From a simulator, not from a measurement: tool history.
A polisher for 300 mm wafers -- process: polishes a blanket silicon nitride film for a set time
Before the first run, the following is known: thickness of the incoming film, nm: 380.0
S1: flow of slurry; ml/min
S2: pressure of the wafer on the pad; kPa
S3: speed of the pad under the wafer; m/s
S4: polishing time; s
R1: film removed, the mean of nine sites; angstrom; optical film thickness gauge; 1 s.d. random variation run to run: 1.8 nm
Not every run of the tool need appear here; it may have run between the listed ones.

run 1 day=0.000 | S1=190 S2=32.4 S3=0.92 S4=86 | R1=1703.1
run 2 day=0.125 | S1=190 S2=29.0 S3=0.90 S4=86 | R1=1536.1
run 3 day=0.292 | S1=215 S2=29.0 S3=0.90 S4=86 | R1=1583.8
run 4 day=0.342 | S1=210 S2=26.2 S3=0.88 S4=86 | R1=1394.3
run 5 day=0.633 | S1=210 S2=26.2 S3=1.08 S4=86 | R1=1628.9
run 6 day=0.846 | S1=185 S2=26.2 S3=1.08 S4=86 | R1=1562.8
run 7 day=1.154 | S1=180 S2=24.1 S3=1.08 S4=86 | R1=1466.9

Run 8 has not been measured yet. What should we expect?
run 8 day=1.338 | S1=175 S2=22.1 S3=1.08 S4=86 | R1=?

R1: 1368.8 angstrom
